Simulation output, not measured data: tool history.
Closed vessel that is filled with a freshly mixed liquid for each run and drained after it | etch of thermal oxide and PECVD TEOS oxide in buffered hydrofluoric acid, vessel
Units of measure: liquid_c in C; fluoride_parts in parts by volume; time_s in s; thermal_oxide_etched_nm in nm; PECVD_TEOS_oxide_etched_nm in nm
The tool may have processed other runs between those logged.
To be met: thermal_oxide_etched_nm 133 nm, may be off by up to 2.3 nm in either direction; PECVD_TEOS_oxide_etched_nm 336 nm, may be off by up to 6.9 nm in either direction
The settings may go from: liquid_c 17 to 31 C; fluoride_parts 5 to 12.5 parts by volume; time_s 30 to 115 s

run	hour	liquid_c	fluoride_parts	time_s	thermal_oxide_etched_nm	PECVD_TEOS_oxide_etched_nm
1	0	23	7.5	60	87.159	220
2	7.4	25	7.5	60	96.94	247.18
3	8.9	23.5	7.5	60	89.602	226.01
4	11.6	25.5	7.5	60	100.27	252.86
5	16	22.5	7.5	60	84.258	215.78
6	19.7	22.5	7.5	50	70.879	180.72
7	23.4	26.5	6	50	108.12	274.71
8	25.7	27.5	6	50	112.97	288.99
9	27.6	28.5	6	50	119.23	304.8
# hour 32: thermometer replaced
10	32	29	6	50	113.02	287.83
11	39.1	29.5	6	50	117.52	295.71
12	45.3	30	6	50	121.32	304.42

Exactly one of the 4 candidate moves below puts every result within its allowed miss. Which one?
A	51.5	30.5	5	45	?	?
B	51.5	31	7	60	?	?
C	51.5	27.5	7.5	65	?	?
D	51.5	29.5	5.5	55	?	?

move	thermal_oxide_etched_nm	PECVD_TEOS_oxide_etched_nm
A	128.51	329.29
B	131.97	338.15
C	110.4	282.88
D	137.57	352.48
A: an improvement on the last run, though not all results are within tolerance
B: every result within its allowed miss
C: the biggest miss grows against the last run
D: moves the result that the last run missed by most past its target, out the other side
Move B is the one to make.
